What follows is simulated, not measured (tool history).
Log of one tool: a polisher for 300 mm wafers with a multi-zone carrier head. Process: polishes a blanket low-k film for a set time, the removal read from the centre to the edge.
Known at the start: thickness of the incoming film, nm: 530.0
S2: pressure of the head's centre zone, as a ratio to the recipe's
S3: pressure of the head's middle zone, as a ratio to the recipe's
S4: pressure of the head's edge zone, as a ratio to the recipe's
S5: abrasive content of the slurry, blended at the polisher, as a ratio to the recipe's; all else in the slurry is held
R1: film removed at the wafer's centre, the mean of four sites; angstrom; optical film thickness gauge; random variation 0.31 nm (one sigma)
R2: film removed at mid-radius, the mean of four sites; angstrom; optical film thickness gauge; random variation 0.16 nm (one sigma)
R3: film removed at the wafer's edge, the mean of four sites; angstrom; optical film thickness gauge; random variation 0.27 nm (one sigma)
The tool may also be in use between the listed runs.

{"run": 1, "hour": 0.0, "flow of slurry (ml/min)": 260, "S2": 1, "S3": 1, "S4": 1, "S5": 1, "polishing time (s)": 62, "R1": 293.48, "R2": 293.31, "R3": 295.64}
{"run": 2, "hour": 2.4, "flow of slurry (ml/min)": 270, "S2": 1.01, "S3": 1.03, "S4": 0.95, "S5": 0.85, "polishing time (s)": 60, "R1": 264.98, "R2": 269.73, "R3": 259.8}
{"run": 3, "hour": 6.7, "flow of slurry (ml/min)": 270, "S2": 1.03, "S3": 1.06, "S4": 0.91, "S5": 0.75, "polishing time (s)": 60, "R1": 248.34, "R2": 251.12, "R3": 228.83}
{"run": 4, "hour": 7.6, "flow of slurry (ml/min)": 255, "S2": 1.03, "S3": 1.07, "S4": 0.88, "S5": 0.75, "polishing time (s)": 60, "R1": 244.89, "R2": 252.53, "R3": 227.3}
{"run": 5, "hour": 11.8, "flow of slurry (ml/min)": 255, "S2": 1.04, "S3": 1.08, "S4": 0.86, "S5": 0.7, "polishing time (s)": 60, "R1": 237.06, "R2": 243.68, "R3": 211.87}
{"run": 6, "hour": 13.1, "flow of slurry (ml/min)": 250, "S2": 1.04, "S3": 1.09, "S4": 0.85, "S5": 0.7, "polishing time (s)": 60, "R1": 239.02, "R2": 247.52, "R3": 212.1}
{"run": 7, "hour": 17.5, "flow of slurry (ml/min)": 245, "S2": 1.04, "S3": 1.09, "S4": 0.84, "S5": 0.7, "polishing time (s)": 60, "R1": 234.37, "R2": 240.88, "R3": 209.93}
{"run": 8, "hour": 25.9, "flow of slurry (ml/min)": 245, "S2": 1.04, "S3": 1.1, "S4": 0.83, "S5": 0.7, "polishing time (s)": 60, "R1": 236, "R2": 246.31, "R3": 207.28}
{"run": 9, "hour": 32.8, "flow of slurry (ml/min)": 240, "S2": 1.04, "S3": 1.1, "S4": 0.82, "S5": 0.7, "polishing time (s)": 60, "R1": 229.36, "R2": 242.9, "R3": 202.57}
{"run": 10, "hour": 39.7, "flow of slurry (ml/min)": 235, "S2": 1.04, "S3": 1.1, "S4": 0.82, "S5": 0.7, "polishing time (s)": 60, "R1": 227.05, "R2": 247.3, "R3": 205.05}
{"run": 11, "hour": 45.2, "flow of slurry (ml/min)": 235, "S2": 1.05, "S3": 1.1, "S4": 0.82, "S5": 0.7, "polishing time (s)": 60, "R1": 234.77, "R2": 245.07, "R3": 204.63}

Forecast run 12:
{"run": 12, "hour": 53.2, "flow of slurry (ml/min)": 230, "S2": 1.05, "S3": 1.1, "S4": 0.82, "S5": 0.7, "polishing time (s)": 60, "R1": "?", "R2": "?", "R3": "?"}

{"run 12": {"R1": 231.93, "R2": 242.86, "R3": 209.85}}
